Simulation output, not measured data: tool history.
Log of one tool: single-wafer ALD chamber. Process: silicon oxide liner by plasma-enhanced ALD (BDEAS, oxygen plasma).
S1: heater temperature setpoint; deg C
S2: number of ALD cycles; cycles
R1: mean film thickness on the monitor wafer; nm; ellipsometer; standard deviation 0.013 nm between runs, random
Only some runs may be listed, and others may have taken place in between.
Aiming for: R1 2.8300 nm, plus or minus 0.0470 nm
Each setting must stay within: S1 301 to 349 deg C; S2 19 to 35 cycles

{"run": 1, "hour": 0.0, "S1": 325, "S2": 27, "R1": 2.6036}
{"run": 2, "hour": 4.5, "S1": 324, "S2": 27, "R1": 2.6203}
{"run": 3, "hour": 10.7, "S1": 324, "S2": 30, "R1": 2.8902}
{"run": 4, "hour": 12.3, "S1": 325, "S2": 30, "R1": 2.8883}
{"run": 5, "hour": 18.8, "S1": 325, "S2": 27, "R1": 2.5717}
{"run": 6, "hour": 26.8, "S1": 325, "S2": 31, "R1": 3.011}
{"run": 7, "hour": 34.4, "S1": 326, "S2": 31, "R1": 2.9824}
{"run": 8, "hour": 35.7, "S1": 328, "S2": 31, "R1": 2.9547}
{"hour": 42.8, "done": "thermocouple changed; heater temperature recalibrated"}
{"run": 9, "hour": 42.8, "S1": 330, "S2": 31, "R1": 2.9265}

Which one of the following 5 next-run settings gets every result inside its allowed miss? There is exactly one.
{"run": "A", "hour": 49.9, "S1": 329, "S2": 31, "R1": "?"}
{"run": "B", "hour": 49.9, "S1": 332, "S2": 30, "R1": "?"}
{"run": "C", "hour": 49.9, "S1": 336, "S2": 29, "R1": "?"}
{"run": "D", "hour": 49.9, "S1": 321, "S2": 31, "R1": "?"}
{"run": "E", "hour": 49.9, "S1": 325, "S2": 31, "R1": "?"}

move=A R1=2.9308
move=B R1=2.8222
move=C R1=2.7099
move=D R1=2.9698
move=E R1=2.9503
A: about the same distance from the targets as the last run
B: hits every target within its allowed miss
C: carries the result that was furthest off beyond its target, to the other side
D: misses by more than the last run did
E: misses by more than the last run did
Move B is the one to make.

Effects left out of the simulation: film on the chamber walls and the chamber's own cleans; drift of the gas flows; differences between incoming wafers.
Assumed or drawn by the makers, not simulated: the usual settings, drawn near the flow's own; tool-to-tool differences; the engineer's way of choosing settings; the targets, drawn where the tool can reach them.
